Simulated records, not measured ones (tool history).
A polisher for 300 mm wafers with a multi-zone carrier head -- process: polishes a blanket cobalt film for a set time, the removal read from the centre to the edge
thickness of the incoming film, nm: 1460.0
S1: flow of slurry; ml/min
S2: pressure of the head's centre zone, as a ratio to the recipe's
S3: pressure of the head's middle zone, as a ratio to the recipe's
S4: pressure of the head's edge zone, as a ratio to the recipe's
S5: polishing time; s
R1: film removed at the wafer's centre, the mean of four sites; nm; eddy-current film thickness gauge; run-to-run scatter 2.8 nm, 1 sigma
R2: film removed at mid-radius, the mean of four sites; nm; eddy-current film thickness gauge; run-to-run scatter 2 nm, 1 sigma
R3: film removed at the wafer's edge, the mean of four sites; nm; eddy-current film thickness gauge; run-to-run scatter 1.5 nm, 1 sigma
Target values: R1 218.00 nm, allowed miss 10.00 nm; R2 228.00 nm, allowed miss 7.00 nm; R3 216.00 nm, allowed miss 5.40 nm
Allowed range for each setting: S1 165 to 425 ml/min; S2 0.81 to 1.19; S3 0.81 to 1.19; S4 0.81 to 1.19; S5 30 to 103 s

run,hour,S1,S2,S3,S4,S5,R1,R2,R3
1,0.0,275,1.00,1.00,1.00,66,247.83,243.39,248.06
2,5.4,275,1.00,1.00,0.95,66,244.66,241.17,239.80
3,8.3,270,0.99,1.00,0.93,66,234.73,244.10,240.73
4,12.9,270,0.99,1.00,0.92,65,238.83,239.22,237.09
5,20.9,270,0.99,1.00,0.91,64,236.08,232.03,229.94
6,25.9,265,0.98,1.00,0.90,64,229.91,233.12,227.02
7,30.4,260,0.98,1.00,0.89,64,234.26,232.92,226.76
8,37.1,245,0.92,1.01,0.83,62,208.48,227.08,212.84

Below are 5 possible settings for the next run. Only one of them brings all results inside the allowed miss of their targets. Which is it?
A,43.8,295,0.96,1.02,0.87,61,?,?,?
B,43.8,270,0.83,1.02,0.86,61,?,?,?
C,43.8,250,0.87,0.96,0.84,62,?,?,?
D,43.8,300,1.04,1.04,0.81,61,?,?,?
E,43.8,210,0.84,1.04,0.81,65,?,?,?

move,R1,R2,R3
A,216.15,230.99,215.05
B,186.44,228.85,212.33
C,195.89,220.43,212.17
D,233.64,234.65,208.57
E,193.31,238.95,214.65
A: hits every target within its allowed miss
B: further off than the last run
C: further off than the last run
D: takes the biggest miss from the last run beyond its target
E: further off than the last run
A is the move that brings every result within its allowed miss.
